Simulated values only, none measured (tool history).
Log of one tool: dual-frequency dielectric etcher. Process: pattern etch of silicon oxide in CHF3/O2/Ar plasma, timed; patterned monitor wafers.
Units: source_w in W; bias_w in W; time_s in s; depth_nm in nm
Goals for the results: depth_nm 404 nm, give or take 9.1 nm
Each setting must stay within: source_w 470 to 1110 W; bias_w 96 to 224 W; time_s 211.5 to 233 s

| run | hour | source_w | bias_w | time_s | depth_nm |
|---|---|---|---|---|---|
| 1 | 0 | 790 | 160 | 233 | 485.67 |
| 2 | 5.3 | 710 | 160 | 233 | 456.46 |
| 3 | 7.3 | 710 | 131 | 233 | 429.19 |
| 4 | 14.3 | 700 | 131 | 233 | 423.29 |
| 5 | 18.1 | 700 | 131 | 211.5 | 383.85 |
| 6 | 21.7 | 700 | 113 | 211.5 | 365.75 |
| 7 | 24.6 | 720 | 114 | 211.5 | 374.92 |
| 8 | 32.1 | 730 | 114 | 211.5 | 372.4 |
| 9 | 39.2 | 750 | 115 | 211.5 | 379.83 |
| 10 | 39.7 | 760 | 115 | 211.5 | 383.45 |
| 11 | 43.7 | 770 | 115 | 211.5 | 387.28 |
| 12 | 51.1 | 780 | 115 | 211.5 | 386.06 |
| 13 | 54 | 870 | 121 | 212.5 | 409.67 |

Which of these 5 next moves meets every target?
| A | 56.9 | 940 | 109 | 218.5 | ? |
| B | 56.9 | 760 | 125 | 219 | ? |
| C | 56.9 | 760 | 138 | 220.5 | ? |
| D | 56.9 | 790 | 124 | 225 | ? |
| E | 56.9 | 840 | 104 | 211.5 | ? |

| move | depth_nm |
|---|---|
| A | 427.17 |
| B | 407.72 |
| C | 424.33 |
| D | 424.95 |
| E | 387.72 |
A: its largest miss is bigger than the last run's
B: meets every target
C: its largest miss is bigger than the last run's
D: its largest miss is bigger than the last run's
E: carries the result that was furthest off beyond its target, to the other side
B meets every target.
